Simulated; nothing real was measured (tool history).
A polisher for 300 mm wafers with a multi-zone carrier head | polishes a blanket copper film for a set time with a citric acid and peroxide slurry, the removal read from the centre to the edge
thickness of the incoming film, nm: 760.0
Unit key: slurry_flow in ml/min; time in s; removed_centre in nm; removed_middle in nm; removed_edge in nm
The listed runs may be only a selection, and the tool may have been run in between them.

{"run": 1, "hour": 0.0, "slurry_flow": 285, "centre_zone": 1.0, "middle_zone": 1.0, "edge_zone": 1.0, "slurry_solids": 1.0, "time": 70, "removed_centre": 193.0, "removed_middle": 184.98, "removed_edge": 183.18}
{"run": 2, "hour": 8.8, "slurry_flow": 285, "centre_zone": 1.04, "middle_zone": 1.0, "edge_zone": 1.0, "slurry_solids": 1.0, "time": 70, "removed_centre": 198.81, "removed_middle": 182.1, "removed_edge": 180.44}
{"run": 3, "hour": 15.2, "slurry_flow": 275, "centre_zone": 1.0, "middle_zone": 0.97, "edge_zone": 1.01, "slurry_solids": 0.9, "time": 69, "removed_centre": 184.75, "removed_middle": 173.34, "removed_edge": 172.83}
{"run": 4, "hour": 18.6, "slurry_flow": 325, "centre_zone": 1.0, "middle_zone": 0.97, "edge_zone": 1.01, "slurry_solids": 0.9, "time": 69, "removed_centre": 188.43, "removed_middle": 179.48, "removed_edge": 180.98}
{"run": 5, "hour": 20.1, "slurry_flow": 315, "centre_zone": 0.96, "middle_zone": 0.94, "edge_zone": 1.03, "slurry_solids": 0.85, "time": 68, "removed_centre": 179.09, "removed_middle": 170.75, "removed_edge": 175.01}
{"run": 6, "hour": 23.0, "slurry_flow": 330, "centre_zone": 0.93, "middle_zone": 0.92, "edge_zone": 1.06, "slurry_solids": 0.8, "time": 66, "removed_centre": 164.79, "removed_middle": 160.73, "removed_edge": 171.09}
{"run": 7, "hour": 29.7, "slurry_flow": 320, "centre_zone": 0.91, "middle_zone": 0.91, "edge_zone": 1.08, "slurry_solids": 0.75, "time": 66, "removed_centre": 160.98, "removed_middle": 157.06, "removed_edge": 167.95}
{"run": 8, "hour": 38.2, "slurry_flow": 325, "centre_zone": 0.89, "middle_zone": 0.9, "edge_zone": 1.1, "slurry_solids": 0.7, "time": 65, "removed_centre": 152.99, "removed_middle": 152.35, "removed_edge": 173.09}
{"run": 9, "hour": 45.0, "slurry_flow": 315, "centre_zone": 0.87, "middle_zone": 0.89, "edge_zone": 1.09, "slurry_solids": 0.7, "time": 65, "removed_centre": 148.95, "removed_middle": 154.61, "removed_edge": 162.69}
{"run": 10, "hour": 46.5, "slurry_flow": 315, "centre_zone": 0.86, "middle_zone": 0.88, "edge_zone": 1.11, "slurry_solids": 0.65, "time": 65, "removed_centre": 148.11, "removed_middle": 147.77, "removed_edge": 167.19}
{"run": 11, "hour": 49.7, "slurry_flow": 310, "centre_zone": 0.85, "middle_zone": 0.88, "edge_zone": 1.11, "slurry_solids": 0.65, "time": 65, "removed_centre": 143.1, "removed_middle": 149.07, "removed_edge": 168.76}
{"run": 12, "hour": 51.4, "slurry_flow": 300, "centre_zone": 0.85, "middle_zone": 0.87, "edge_zone": 1.11, "slurry_solids": 0.65, "time": 65, "removed_centre": 143.49, "removed_middle": 146.77, "removed_edge": 162.09}
{"run": 13, "hour": 56.1, "slurry_flow": 295, "centre_zone": 0.84, "middle_zone": 0.86, "edge_zone": 1.12, "slurry_solids": 0.65, "time": 65, "removed_centre": 143.11, "removed_middle": 144.42, "removed_edge": 171.08}
{"run": 14, "hour": 61.1, "slurry_flow": 290, "centre_zone": 0.83, "middle_zone": 0.86, "edge_zone": 1.11, "slurry_solids": 0.65, "time": 65, "removed_centre": 137.68, "removed_middle": 146.51, "removed_edge": 166.36}

Run 15 is up next; what results do you expect?
{"run": 15, "hour": 69.0, "slurry_flow": 285, "centre_zone": 0.83, "middle_zone": 0.85, "edge_zone": 1.11, "slurry_solids": 0.65, "time": 65, "removed_centre": "?", "removed_middle": "?", "removed_edge": "?"}

removed_centre: 139.68 nm
removed_middle: 140.56 nm
removed_edge: 166.55 nm
